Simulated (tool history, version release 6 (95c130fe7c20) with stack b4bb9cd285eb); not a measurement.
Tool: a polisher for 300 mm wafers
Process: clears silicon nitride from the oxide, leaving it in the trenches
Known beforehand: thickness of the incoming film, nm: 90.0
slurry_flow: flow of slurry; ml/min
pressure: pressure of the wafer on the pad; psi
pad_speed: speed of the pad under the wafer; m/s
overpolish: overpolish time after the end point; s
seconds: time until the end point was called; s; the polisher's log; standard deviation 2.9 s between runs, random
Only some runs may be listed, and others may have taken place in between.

{"run": 1, "day": 0.0, "slurry_flow": 195, "pressure": 2.6, "pad_speed": 1.16, "overpolish": 13, "seconds": 138.44}
{"run": 2, "day": 0.367, "slurry_flow": 195, "pressure": 2.6, "pad_speed": 1.16, "overpolish": 14, "seconds": 138.56}
{"run": 3, "day": 0.712, "slurry_flow": 195, "pressure": 2.4, "pad_speed": 1.16, "overpolish": 14, "seconds": 151.7}
{"run": 4, "day": 0.858, "slurry_flow": 190, "pressure": 2.2, "pad_speed": 1.12, "overpolish": 14, "seconds": 170.89}
{"run": 5, "day": 1.1, "slurry_flow": 190, "pressure": 2.2, "pad_speed": 0.9, "overpolish": 14, "seconds": 211.35}
{"run": 6, "day": 1.229, "slurry_flow": 190, "pressure": 2.1, "pad_speed": 0.9, "overpolish": 14, "seconds": 218.33}
{"run": 7, "day": 1.592, "slurry_flow": 190, "pressure": 2, "pad_speed": 0.9, "overpolish": 14, "seconds": 229.92}
{"run": 8, "day": 1.658, "slurry_flow": 190, "pressure": 1.9, "pad_speed": 0.9, "overpolish": 14, "seconds": 243.92}

Run 9 has not been measured yet. What should we expect?
{"run": 9, "day": 1.908, "slurry_flow": 190, "pressure": 1.8, "pad_speed": 0.9, "overpolish": 14, "seconds": "?"}

seconds: 256.51 s
